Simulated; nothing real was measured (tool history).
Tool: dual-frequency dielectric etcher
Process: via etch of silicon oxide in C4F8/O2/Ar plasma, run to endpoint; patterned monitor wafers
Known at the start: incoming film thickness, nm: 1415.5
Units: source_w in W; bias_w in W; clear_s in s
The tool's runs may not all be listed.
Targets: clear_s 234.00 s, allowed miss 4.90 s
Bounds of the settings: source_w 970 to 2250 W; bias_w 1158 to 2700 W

Run 1, day 0.000: source_w 1610 W, bias_w 1929 W. Result: clear_s 276.91 s.
Run 2, day 0.354: source_w 1410 W, bias_w 1929 W. Result: clear_s 295.46 s.
Run 3, day 0.579: source_w 1610 W, bias_w 1977 W. Result: clear_s 277.63 s.
Run 4, day 0.854: source_w 1420 W, bias_w 1977 W. Result: clear_s 288.83 s.
Run 5, day 1.042: source_w 1630 W, bias_w 2048 W. Result: clear_s 269.99 s.
Run 6, day 1.175: source_w 1630 W, bias_w 1751 W. Result: clear_s 281.23 s.
Run 7, day 1.479: source_w 1800 W, bias_w 1805 W. Result: clear_s 268.75 s.
Run 8, day 1.538: source_w 1920 W, bias_w 1870 W. Result: clear_s 260.55 s.
Run 9, day 1.729: source_w 2020 W, bias_w 1946 W. Result: clear_s 251.62 s.
Run 10, day 1.912: source_w 2090 W, bias_w 1994 W. Result: clear_s 246.30 s.
Run 11, day 1.983: source_w 2090 W, bias_w 1994 W. Result: clear_s 244.60 s.

4 next moves are on the table. One of them brings every result within its allowed miss. Which?
Run A, day 2.054: source_w 2190 W, bias_w 2485 W. Result: clear_s ?.
Run B, day 2.054: source_w 2250 W, bias_w 2549 W. Result: clear_s ?.
Run C, day 2.054: source_w 2250 W, bias_w 2066 W. Result: clear_s ?.
Run D, day 2.054: source_w 2160 W, bias_w 2002 W. Result: clear_s ?.

move  clear_s
   A   224.83
   B   220.56
   C   234.95
   D   241.30
A: takes the result that was furthest off past its target
B: takes the result that was furthest off past its target
C: meets every target
D: nearer than the last run, and not there yet
Answer: C

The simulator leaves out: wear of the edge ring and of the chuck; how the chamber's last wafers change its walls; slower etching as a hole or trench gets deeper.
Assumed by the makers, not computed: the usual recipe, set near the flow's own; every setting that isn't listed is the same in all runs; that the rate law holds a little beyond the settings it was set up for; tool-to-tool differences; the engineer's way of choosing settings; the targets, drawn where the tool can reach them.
